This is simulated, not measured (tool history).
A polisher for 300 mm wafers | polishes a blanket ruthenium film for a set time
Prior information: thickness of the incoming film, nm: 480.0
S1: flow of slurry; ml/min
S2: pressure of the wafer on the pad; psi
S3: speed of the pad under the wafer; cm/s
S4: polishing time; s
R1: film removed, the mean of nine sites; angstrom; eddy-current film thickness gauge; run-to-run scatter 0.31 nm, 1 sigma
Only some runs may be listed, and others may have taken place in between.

| run | hour | S1 | S2 | S3 | S4 | R1 |
|---|---|---|---|---|---|---|
| 1 | 0.0 | 310 | 2.0 | 120 | 27 | 304.81 |
| 2 | 1.2 | 310 | 1.9 | 120 | 27 | 286.18 |
| 3 | 9.3 | 310 | 1.7 | 120 | 27 | 249.32 |
| 4 | 14.8 | 310 | 1.7 | 144 | 27 | 303.03 |
| 5 | 19.2 | 310 | 1.7 | 164 | 27 | 354.83 |
| 6 | 23.6 | 310 | 1.5 | 164 | 27 | 311.25 |
| 7 | 31.9 | 310 | 1.5 | 164 | 27 | 304.23 |
| 8 | 36.7 | 310 | 1.4 | 164 | 27 | 294.89 |

For run 9, what comes out?
| 9 | 39.2 | 310 | 1.3 | 162 | 27 | ? |

For run 9 the tool returned R1 268.92 angstrom.

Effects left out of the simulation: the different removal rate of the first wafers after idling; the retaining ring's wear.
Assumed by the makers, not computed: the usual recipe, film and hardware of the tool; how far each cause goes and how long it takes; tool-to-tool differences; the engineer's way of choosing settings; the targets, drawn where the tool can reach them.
